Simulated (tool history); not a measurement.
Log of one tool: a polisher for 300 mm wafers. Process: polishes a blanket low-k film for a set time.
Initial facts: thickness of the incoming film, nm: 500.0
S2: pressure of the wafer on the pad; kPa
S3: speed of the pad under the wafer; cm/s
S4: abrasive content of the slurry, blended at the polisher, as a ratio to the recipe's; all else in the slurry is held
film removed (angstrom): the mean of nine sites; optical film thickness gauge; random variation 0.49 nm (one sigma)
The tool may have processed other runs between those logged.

{"run": 1, "hour": 0.0, "flow of slurry (ml/min)": 265, "S2": 13.1, "S3": 118, "S4": 1.0, "polishing time (s)": 104, "film removed (angstrom)": 472.92}
{"run": 2, "hour": 2.0, "flow of slurry (ml/min)": 265, "S2": 12.4, "S3": 118, "S4": 1.0, "polishing time (s)": 104, "film removed (angstrom)": 447.56}
{"run": 3, "hour": 5.2, "flow of slurry (ml/min)": 265, "S2": 11.7, "S3": 118, "S4": 1.0, "polishing time (s)": 104, "film removed (angstrom)": 435.05}
{"run": 4, "hour": 8.7, "flow of slurry (ml/min)": 290, "S2": 11.7, "S3": 118, "S4": 1.0, "polishing time (s)": 104, "film removed (angstrom)": 427.54}
{"run": 5, "hour": 16.9, "flow of slurry (ml/min)": 290, "S2": 11.0, "S3": 118, "S4": 1.0, "polishing time (s)": 104, "film removed (angstrom)": 404.59}
{"run": 6, "hour": 18.3, "flow of slurry (ml/min)": 290, "S2": 11.0, "S3": 118, "S4": 1.0, "polishing time (s)": 109, "film removed (angstrom)": 436.09}
{"run": 7, "hour": 24.4, "flow of slurry (ml/min)": 290, "S2": 10.3, "S3": 118, "S4": 1.0, "polishing time (s)": 109, "film removed (angstrom)": 399.52}

Predict the results of run 8:
{"run": 8, "hour": 29.9, "flow of slurry (ml/min)": 290, "S2": 9.7, "S3": 118, "S4": 1.0, "polishing time (s)": 109, "film removed (angstrom)": "?"}

{"run 8": {"film removed (angstrom)": 365.65}}

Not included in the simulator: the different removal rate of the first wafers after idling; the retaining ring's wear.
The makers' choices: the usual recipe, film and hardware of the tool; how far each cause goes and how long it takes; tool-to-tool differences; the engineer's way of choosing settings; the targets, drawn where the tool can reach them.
